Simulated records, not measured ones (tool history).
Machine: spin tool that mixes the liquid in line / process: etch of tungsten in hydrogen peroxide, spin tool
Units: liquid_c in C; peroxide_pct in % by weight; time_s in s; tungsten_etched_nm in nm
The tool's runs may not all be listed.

run,hour,liquid_c,peroxide_pct,time_s,tungsten_etched_nm
1,0,58,17.5,55,228.59
2,1.5,57.5,17.5,55,224.29
3,6.3,62,17.5,55,289.13
4,14.5,62,15.5,55,272.17
5,15.6,61,15.5,55,256.09
6,18.2,60.5,15.5,55,248.54
7,20.8,60,15.5,55,243.24
8,24.2,59.5,15.5,55,235.69
9,30.6,59,15.5,55,229.36

Predict the results of run 10:
10,33.4,56.5,15.5,55,?

{"run 10": {"tungsten_etched_nm": 195.22}}
